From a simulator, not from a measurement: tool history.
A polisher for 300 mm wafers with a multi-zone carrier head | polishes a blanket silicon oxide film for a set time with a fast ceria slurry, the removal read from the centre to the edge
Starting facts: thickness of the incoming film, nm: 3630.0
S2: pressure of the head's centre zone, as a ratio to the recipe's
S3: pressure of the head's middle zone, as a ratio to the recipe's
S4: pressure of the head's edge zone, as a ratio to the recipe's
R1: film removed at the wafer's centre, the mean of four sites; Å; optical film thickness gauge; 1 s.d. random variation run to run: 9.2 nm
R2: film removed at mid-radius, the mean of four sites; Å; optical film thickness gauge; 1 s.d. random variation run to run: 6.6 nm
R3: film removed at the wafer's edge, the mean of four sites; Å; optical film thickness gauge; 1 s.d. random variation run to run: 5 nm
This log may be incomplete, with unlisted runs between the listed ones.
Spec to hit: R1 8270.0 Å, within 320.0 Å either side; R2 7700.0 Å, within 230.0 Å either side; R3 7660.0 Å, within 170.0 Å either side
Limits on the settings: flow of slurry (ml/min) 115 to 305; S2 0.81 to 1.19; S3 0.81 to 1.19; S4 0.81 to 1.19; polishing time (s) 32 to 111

{"run": 1, "hour": 0.0, "flow of slurry (ml/min)": 195, "S2": 1.0, "S3": 1.0, "S4": 1.0, "polishing time (s)": 71, "R1": 14361.0, "R2": 13830.0, "R3": 13812.0}
{"run": 2, "hour": 3.4, "flow of slurry (ml/min)": 190, "S2": 1.0, "S3": 0.99, "S4": 0.97, "polishing time (s)": 65, "R1": 13177.0, "R2": 12557.0, "R3": 12615.0}
{"run": 3, "hour": 8.4, "flow of slurry (ml/min)": 190, "S2": 1.04, "S3": 0.99, "S4": 0.97, "polishing time (s)": 65, "R1": 13695.0, "R2": 12491.0, "R3": 12494.0}
{"run": 4, "hour": 14.6, "flow of slurry (ml/min)": 185, "S2": 1.03, "S3": 0.99, "S4": 0.95, "polishing time (s)": 60, "R1": 12429.0, "R2": 11530.0, "R3": 11376.0}
{"run": 5, "hour": 18.8, "flow of slurry (ml/min)": 155, "S2": 1.03, "S3": 0.99, "S4": 0.95, "polishing time (s)": 60, "R1": 11743.0, "R2": 11059.0, "R3": 11184.0}
{"run": 6, "hour": 21.8, "flow of slurry (ml/min)": 155, "S2": 1.03, "S3": 0.98, "S4": 0.93, "polishing time (s)": 56, "R1": 11124.0, "R2": 10413.0, "R3": 10218.0}
{"run": 7, "hour": 23.4, "flow of slurry (ml/min)": 150, "S2": 1.02, "S3": 0.96, "S4": 0.91, "polishing time (s)": 54, "R1": 10602.0, "R2": 9698.4, "R3": 9728.0}
{"run": 8, "hour": 31.2, "flow of slurry (ml/min)": 160, "S2": 0.96, "S3": 0.94, "S4": 0.82, "polishing time (s)": 38, "R1": 7216.3, "R2": 6771.2, "R3": 6574.0}
{"run": 9, "hour": 31.9, "flow of slurry (ml/min)": 200, "S2": 1.02, "S3": 0.99, "S4": 0.92, "polishing time (s)": 36, "R1": 7429.7, "R2": 6857.8, "R3": 6852.3}
{"run": 10, "hour": 39.7, "flow of slurry (ml/min)": 200, "S2": 1.03, "S3": 1.0, "S4": 0.94, "polishing time (s)": 36, "R1": 7571.5, "R2": 7043.8, "R3": 6894.7}
{"run": 11, "hour": 46.2, "flow of slurry (ml/min)": 200, "S2": 1.04, "S3": 1.01, "S4": 0.96, "polishing time (s)": 36, "R1": 7588.7, "R2": 7212.1, "R3": 6875.0}
{"run": 12, "hour": 47.1, "flow of slurry (ml/min)": 200, "S2": 1.05, "S3": 1.01, "S4": 0.98, "polishing time (s)": 36, "R1": 7695.8, "R2": 7150.8, "R3": 7021.7}

5 next moves are on the table. One of them brings every result within its allowed miss. Which?
{"run": "A", "hour": 48.0, "flow of slurry (ml/min)": 210, "S2": 1.19, "S3": 0.98, "S4": 1.02, "polishing time (s)": 37, "R1": "?", "R2": "?", "R3": "?"}
{"run": "B", "hour": 48.0, "flow of slurry (ml/min)": 180, "S2": 1.14, "S3": 0.91, "S4": 1.02, "polishing time (s)": 41, "R1": "?", "R2": "?", "R3": "?"}
{"run": "C", "hour": 48.0, "flow of slurry (ml/min)": 190, "S2": 1.0, "S3": 0.96, "S4": 1.02, "polishing time (s)": 41, "R1": "?", "R2": "?", "R3": "?"}
{"run": "D", "hour": 48.0, "flow of slurry (ml/min)": 115, "S2": 1.03, "S3": 0.97, "S4": 0.86, "polishing time (s)": 46, "R1": "?", "R2": "?", "R3": "?"}
{"run": "E", "hour": 48.0, "flow of slurry (ml/min)": 130, "S2": 1.1, "S3": 0.96, "S4": 1.01, "polishing time (s)": 41, "R1": "?", "R2": "?", "R3": "?"}

move=A R1=8644.4 R2=7199.5 R3=7321.0
move=B R1=8994.1 R2=7313.4 R3=7970.8
move=C R1=8200.1 R2=7723.7 R3=8020.3
move=D R1=8261.5 R2=7787.7 R3=7652.4
move=E R1=8071.6 R2=7123.8 R3=7534.3
A: nearer than the last run, and not there yet
B: takes the result that was furthest off past its target
C: takes the result that was furthest off past its target
D: hits every target within its allowed miss
E: brings the result that was furthest off to its target, and leaves another outside
Correct choice: D, which meets every target
